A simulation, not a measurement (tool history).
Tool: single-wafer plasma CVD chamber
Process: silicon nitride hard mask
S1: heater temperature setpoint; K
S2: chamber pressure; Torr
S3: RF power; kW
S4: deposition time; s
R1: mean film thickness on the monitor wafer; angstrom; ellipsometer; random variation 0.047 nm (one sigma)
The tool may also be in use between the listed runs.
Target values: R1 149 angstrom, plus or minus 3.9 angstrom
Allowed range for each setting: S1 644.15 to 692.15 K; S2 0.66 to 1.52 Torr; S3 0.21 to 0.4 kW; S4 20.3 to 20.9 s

run 1 hour=0 | S1=668.15 S2=1.09 S3=0.305 S4=20.3 | R1=201.28
run 2 hour=0.7 | S1=668.15 S2=0.92 S3=0.305 S4=20.3 | R1=188.42
run 3 hour=7.2 | S1=668.15 S2=0.86 S3=0.29 S4=20.3 | R1=173.71
run 4 hour=10.1 | S1=668.15 S2=0.82 S3=0.285 S4=20.3 | R1=168.34
run 5 hour=15.3 | S1=668.15 S2=0.82 S3=0.285 S4=20.3 | R1=168.76
run 6 hour=22.2 | S1=662.15 S2=0.82 S3=0.285 S4=20.3 | R1=169.93
run 7 hour=28.4 | S1=662.15 S2=0.78 S3=0.28 S4=20.3 | R1=162.86
run 8 hour=32.9 | S1=662.15 S2=0.75 S3=0.275 S4=20.3 | R1=156.42
run 9 hour=35.1 | S1=662.15 S2=0.73 S3=0.275 S4=20.3 | R1=153.77

5 next moves are on the table. One of them brings every result within its allowed miss. Which?
run A hour=37.3 | S1=655.15 S2=0.93 S3=0.25 S4=20.3 | R1=?
run B hour=37.3 | S1=663.15 S2=0.74 S3=0.27 S4=20.9 | R1=?
run C hour=37.3 | S1=655.15 S2=0.76 S3=0.25 S4=20.9 | R1=?
run D hour=37.3 | S1=656.15 S2=0.75 S3=0.235 S4=20.9 | R1=?
run E hour=37.3 | S1=654.15 S2=0.75 S3=0.265 S4=20.9 | R1=?

move=A R1=159.13
move=B R1=157.46
move=C R1=148.78
move=D R1=138.35
move=E R1=156.45
A: misses by more than the last run did
B: misses by more than the last run did
C: hits every target within its allowed miss
D: pushes the last run's worst result past its target
E: misses by more than the last run did
C meets every target.

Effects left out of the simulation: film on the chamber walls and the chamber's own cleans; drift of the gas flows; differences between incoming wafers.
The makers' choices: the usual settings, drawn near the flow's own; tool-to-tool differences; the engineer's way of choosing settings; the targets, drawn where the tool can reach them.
